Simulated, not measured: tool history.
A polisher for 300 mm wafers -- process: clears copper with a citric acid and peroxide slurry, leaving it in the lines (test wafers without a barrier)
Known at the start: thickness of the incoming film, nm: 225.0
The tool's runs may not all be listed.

| run | hour | flow of slurry (ml/min) | pressure of the wafer on the pad (kPa) | speed of the pad under the wafer (m/s) | abrasive content of the slurry | overpolish time after the end point (s) | time until the end point was called (s) | dishing of a wide line in a test structure (Å) |
|---|---|---|---|---|---|---|---|---|
| 1 | 0.0 | 240 | 24.8 | 1.12 | 1.0 | 16 | 70.982 | 302.07 |
| 2 | 5.6 | 250 | 29.6 | 1.16 | 1.0 | 12 | 57.036 | 283.39 |
| 3 | 14.7 | 255 | 33.1 | 1.20 | 1.0 | 10 | 49.968 | 276.69 |
| 4 | 22.6 | 260 | 35.2 | 1.26 | 1.0 | 9 | 45.529 | 279.42 |
| 5 | 31.0 | 260 | 35.2 | 1.46 | 1.0 | 9 | 38.667 | 310.96 |
| 6 | 32.3 | 260 | 36.5 | 1.46 | 1.0 | 9 | 37.325 | 317.39 |
| 7 | 35.9 | 260 | 37.2 | 1.46 | 1.0 | 9 | 37.109 | 327.34 |
| 8 | 38.5 | 265 | 37.9 | 1.46 | 1.0 | 8 | 36.330 | 296.74 |

Run 9 has not been measured yet. What should we expect?
| 9 | 47.1 | 265 | 38.6 | 1.46 | 1.0 | 8 | ? | ? |

{"run 9": {"time until the end point was called (s)": 35.66, "dishing of a wide line in a test structure (Å)": 303.5}}
